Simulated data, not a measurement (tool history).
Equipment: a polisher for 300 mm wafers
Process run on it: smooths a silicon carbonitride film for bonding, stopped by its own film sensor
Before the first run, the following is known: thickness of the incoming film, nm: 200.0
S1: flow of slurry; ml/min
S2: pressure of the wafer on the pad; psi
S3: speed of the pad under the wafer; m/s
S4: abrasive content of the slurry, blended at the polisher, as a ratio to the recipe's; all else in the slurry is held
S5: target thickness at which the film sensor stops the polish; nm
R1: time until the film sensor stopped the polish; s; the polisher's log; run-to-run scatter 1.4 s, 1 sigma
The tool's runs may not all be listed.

Run 1, hour 0.0: S1 270 ml/min, S2 2.7 psi, S3 0.76 m/s, S4 1.0, S5 165 nm. Result: R1 131.13 s.
Run 2, hour 3.7: S1 270 ml/min, S2 2.4 psi, S3 0.76 m/s, S4 1.0, S5 165 nm. Result: R1 143.20 s.
Run 3, hour 5.9: S1 270 ml/min, S2 2.4 psi, S3 0.76 m/s, S4 0.8, S5 165 nm. Result: R1 159.27 s.
Run 4, hour 9.1: S1 270 ml/min, S2 2.7 psi, S3 0.78 m/s, S4 0.8, S5 165 nm. Result: R1 136.84 s.
Run 5, hour 15.1: S1 320 ml/min, S2 2.7 psi, S3 0.78 m/s, S4 0.8, S5 165 nm. Result: R1 134.89 s.
Run 6, hour 20.9: S1 320 ml/min, S2 2.9 psi, S3 0.78 m/s, S4 0.8, S5 165 nm. Result: R1 127.48 s.

Estimate the outcome of run 7 from the log above:
Run 7, hour 21.6: S1 320 ml/min, S2 3.1 psi, S3 0.78 m/s, S4 0.8, S5 165 nm. Result: R1 ?.

Run 7 yielded R1 120.53 s.
